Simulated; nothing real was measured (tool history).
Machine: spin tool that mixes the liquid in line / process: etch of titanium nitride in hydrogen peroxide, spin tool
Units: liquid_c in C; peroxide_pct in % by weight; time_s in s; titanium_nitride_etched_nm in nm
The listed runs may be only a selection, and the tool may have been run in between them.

run 1 hour=0 | liquid_c=57 peroxide_pct=18.5 time_s=280 | titanium_nitride_etched_nm=19.135
run 2 hour=2.3 | liquid_c=58.5 peroxide_pct=18.5 time_s=280 | titanium_nitride_etched_nm=21.135
run 3 hour=10.3 | liquid_c=59.5 peroxide_pct=18.5 time_s=280 | titanium_nitride_etched_nm=22.703
run 4 hour=18.6 | liquid_c=59.5 peroxide_pct=22 time_s=280 | titanium_nitride_etched_nm=23.507
run 5 hour=20.1 | liquid_c=59.5 peroxide_pct=22 time_s=300 | titanium_nitride_etched_nm=24.985
run 6 hour=23.1 | liquid_c=60 peroxide_pct=22 time_s=300 | titanium_nitride_etched_nm=26.177
run 7 hour=25.3 | liquid_c=60.5 peroxide_pct=22 time_s=300 | titanium_nitride_etched_nm=26.919
run 8 hour=30.8 | liquid_c=61 peroxide_pct=22 time_s=300 | titanium_nitride_etched_nm=27.955

Run 9 is up next; what results do you expect?
run 9 hour=34.5 | liquid_c=61.5 peroxide_pct=22 time_s=300 | titanium_nitride_etched_nm=?

Run 9 produced titanium_nitride_etched_nm 28.817 nm.
